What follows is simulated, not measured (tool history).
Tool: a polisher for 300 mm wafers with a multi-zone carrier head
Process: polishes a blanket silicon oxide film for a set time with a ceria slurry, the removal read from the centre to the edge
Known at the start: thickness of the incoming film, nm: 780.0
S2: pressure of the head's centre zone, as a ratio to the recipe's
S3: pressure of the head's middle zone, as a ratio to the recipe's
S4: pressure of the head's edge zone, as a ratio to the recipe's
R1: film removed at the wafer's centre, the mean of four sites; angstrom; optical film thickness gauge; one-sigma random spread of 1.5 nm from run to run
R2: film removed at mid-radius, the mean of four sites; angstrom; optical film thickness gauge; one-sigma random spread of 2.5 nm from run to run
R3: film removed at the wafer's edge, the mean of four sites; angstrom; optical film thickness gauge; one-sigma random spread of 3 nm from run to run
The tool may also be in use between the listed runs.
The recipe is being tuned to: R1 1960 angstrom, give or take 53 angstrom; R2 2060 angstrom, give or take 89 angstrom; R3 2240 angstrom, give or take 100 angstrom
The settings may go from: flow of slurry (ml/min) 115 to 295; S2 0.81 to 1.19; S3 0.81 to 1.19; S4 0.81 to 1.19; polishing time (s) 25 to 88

{"run": 1, "hour": 0.0, "flow of slurry (ml/min)": 190, "S2": 1, "S3": 1, "S4": 1, "polishing time (s)": 56, "R1": 3215.7, "R2": 3186.4, "R3": 3213.3}
{"run": 2, "hour": 5.5, "flow of slurry (ml/min)": 190, "S2": 1, "S3": 0.95, "S4": 1, "polishing time (s)": 56, "R1": 3222.6, "R2": 3142.1, "R3": 3141.7}
{"run": 3, "hour": 11.8, "flow of slurry (ml/min)": 180, "S2": 0.98, "S3": 0.93, "S4": 1.02, "polishing time (s)": 53, "R1": 2966.2, "R2": 2845.6, "R3": 3110.3}
{"run": 4, "hour": 14.3, "flow of slurry (ml/min)": 180, "S2": 0.96, "S3": 0.92, "S4": 1, "polishing time (s)": 51, "R1": 2814.3, "R2": 2708.9, "R3": 2906.1}
{"run": 5, "hour": 16.5, "flow of slurry (ml/min)": 180, "S2": 0.96, "S3": 0.92, "S4": 1, "polishing time (s)": 43, "R1": 2420, "R2": 2320.5, "R3": 2475.6}
{"run": 6, "hour": 21.5, "flow of slurry (ml/min)": 180, "S2": 0.96, "S3": 0.92, "S4": 1, "polishing time (s)": 38, "R1": 2114.4, "R2": 2047.1, "R3": 2117.9}
{"run": 7, "hour": 29.8, "flow of slurry (ml/min)": 175, "S2": 0.95, "S3": 0.92, "S4": 1, "polishing time (s)": 38, "R1": 2076.7, "R2": 2030, "R3": 2159.2}
{"run": 8, "hour": 33.5, "flow of slurry (ml/min)": 170, "S2": 0.94, "S3": 0.93, "S4": 1, "polishing time (s)": 38, "R1": 2037.3, "R2": 2051.2, "R3": 2214.1}
{"run": 9, "hour": 36.9, "flow of slurry (ml/min)": 160, "S2": 0.93, "S3": 0.94, "S4": 0.99, "polishing time (s)": 38, "R1": 2013.8, "R2": 2048.1, "R3": 2188.2}

Consider the 5 candidate settings below. Which is the only one whose results all fall within their allowed miss of target?
{"run": "A", "hour": 40.3, "flow of slurry (ml/min)": 160, "S2": 0.86, "S3": 0.98, "S4": 0.82, "polishing time (s)": 39, "R1": "?", "R2": "?", "R3": "?"}
{"run": "B", "hour": 40.3, "flow of slurry (ml/min)": 135, "S2": 0.99, "S3": 1, "S4": 1.05, "polishing time (s)": 36, "R1": "?", "R2": "?", "R3": "?"}
{"run": "C", "hour": 40.3, "flow of slurry (ml/min)": 165, "S2": 0.91, "S3": 0.86, "S4": 0.99, "polishing time (s)": 40, "R1": "?", "R2": "?", "R3": "?"}
{"run": "D", "hour": 40.3, "flow of slurry (ml/min)": 195, "S2": 0.98, "S3": 1, "S4": 0.96, "polishing time (s)": 36, "R1": "?", "R2": "?", "R3": "?"}
{"run": "E", "hour": 40.3, "flow of slurry (ml/min)": 120, "S2": 0.89, "S3": 0.92, "S4": 0.98, "polishing time (s)": 40, "R1": "?", "R2": "?", "R3": "?"}

move=A R1=1933.1 R2=2183.1 R3=2041.9
move=B R1=1979.7 R2=2000.2 R3=2052.8
move=C R1=2089.7 R2=2090.3 R3=2262.5
move=D R1=2047.8 R2=2078.4 R3=2033.3
move=E R1=1973 R2=2095.6 R3=2197.3
A: puts the biggest miss on target and leaves a different result outside tolerance
B: puts the biggest miss on target and leaves a different result outside tolerance
C: its largest miss is bigger than the last run's
D: its largest miss is bigger than the last run's
E: meets every target
Move E is the one to make.
